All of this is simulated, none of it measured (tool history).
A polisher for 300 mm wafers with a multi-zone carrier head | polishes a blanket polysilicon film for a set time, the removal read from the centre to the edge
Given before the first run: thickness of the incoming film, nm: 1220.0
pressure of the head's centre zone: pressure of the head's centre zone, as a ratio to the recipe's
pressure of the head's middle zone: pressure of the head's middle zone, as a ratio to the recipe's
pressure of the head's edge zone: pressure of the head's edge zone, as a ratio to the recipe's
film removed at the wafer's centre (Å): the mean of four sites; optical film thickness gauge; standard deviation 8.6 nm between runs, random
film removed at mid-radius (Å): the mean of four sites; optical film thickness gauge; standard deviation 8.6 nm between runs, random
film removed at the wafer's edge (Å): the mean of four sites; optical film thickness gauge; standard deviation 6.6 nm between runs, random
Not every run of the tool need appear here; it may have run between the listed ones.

run	hour	flow of slurry (ml/min)	pressure of the head's centre zone	pressure of the head's middle zone	pressure of the head's edge zone	polishing time (s)	film removed at the wafer's centre (Å)	film removed at mid-radius (Å)	film removed at the wafer's edge (Å)
1	0.0	315	1.00	1.00	1.00	42	4094.6	3817.8	3979.7
2	2.1	320	1.01	1.03	1.01	45	4258.2	4247.1	4290.5
3	8.7	325	1.04	1.04	1.00	48	4650.7	4480.7	4460.2
4	17.6	325	1.04	1.12	1.00	48	4639.7	4729.1	4562.9
5	22.8	330	1.05	1.13	1.00	50	5096.5	5104.0	4704.2
6	30.0	330	1.13	1.13	1.00	50	5295.1	5182.3	4667.9
7	37.8	330	1.13	1.14	1.02	51	5482.2	5150.8	4881.2
8	43.7	330	1.12	1.15	1.02	52	5664.1	5388.7	4974.9

Run 9, settings as shown, results not yet in. Your forecast:
9	48.8	330	1.10	1.16	1.02	53	?	?	?

Run 9 yielded film removed at the wafer's centre (Å) 5455.8, film removed at mid-radius (Å) 5460.2, film removed at the wafer's edge (Å) 5093.7.

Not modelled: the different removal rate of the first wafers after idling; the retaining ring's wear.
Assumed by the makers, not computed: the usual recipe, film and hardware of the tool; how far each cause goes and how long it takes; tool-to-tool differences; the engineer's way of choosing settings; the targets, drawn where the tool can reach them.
